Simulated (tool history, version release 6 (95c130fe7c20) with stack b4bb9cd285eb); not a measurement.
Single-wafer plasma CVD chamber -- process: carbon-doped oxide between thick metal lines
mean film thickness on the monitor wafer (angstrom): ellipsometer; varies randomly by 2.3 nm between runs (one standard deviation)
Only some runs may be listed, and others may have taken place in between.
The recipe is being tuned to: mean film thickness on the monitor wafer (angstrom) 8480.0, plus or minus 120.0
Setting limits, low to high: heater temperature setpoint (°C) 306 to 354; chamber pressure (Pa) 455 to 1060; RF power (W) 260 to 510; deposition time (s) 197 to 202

run	hour	heater temperature setpoint (°C)	chamber pressure (Pa)	RF power (W)	deposition time (s)	mean film thickness on the monitor wafer (angstrom)
1	0.0	330	757	385	197	9020.0
2	6.7	333	737	385	197	8957.2
3	12.3	333	737	385	197	8978.3
4	16.0	335	708	380	197	8777.0
5	23.6	337	693	380	197	8674.5
6	25.7	328	693	380	197	8870.8
7	26.8	339	603	375	197	8283.1
8	30.2	338	609	375	197	8278.2
9	35.9	337	616	375	197	8353.8

Below are 4 possible settings for the next run. Only one of them brings all results inside the allowed miss of their targets. Which is it?
A	41.6	334	672	360	197	?
B	41.6	343	547	375	199	?
C	41.6	339	793	365	202	?
D	41.6	341	559	385	201	?

move	mean film thickness on the monitor wafer (angstrom)
A	8240.5
B	8149.2
C	8694.9
D	8522.2
A: lands further from the targets than the last run did
B: lands further from the targets than the last run did
C: moves the result that the last run missed by most past its target, out the other side
D: every result within its allowed miss
Correct choice: D, which meets every target

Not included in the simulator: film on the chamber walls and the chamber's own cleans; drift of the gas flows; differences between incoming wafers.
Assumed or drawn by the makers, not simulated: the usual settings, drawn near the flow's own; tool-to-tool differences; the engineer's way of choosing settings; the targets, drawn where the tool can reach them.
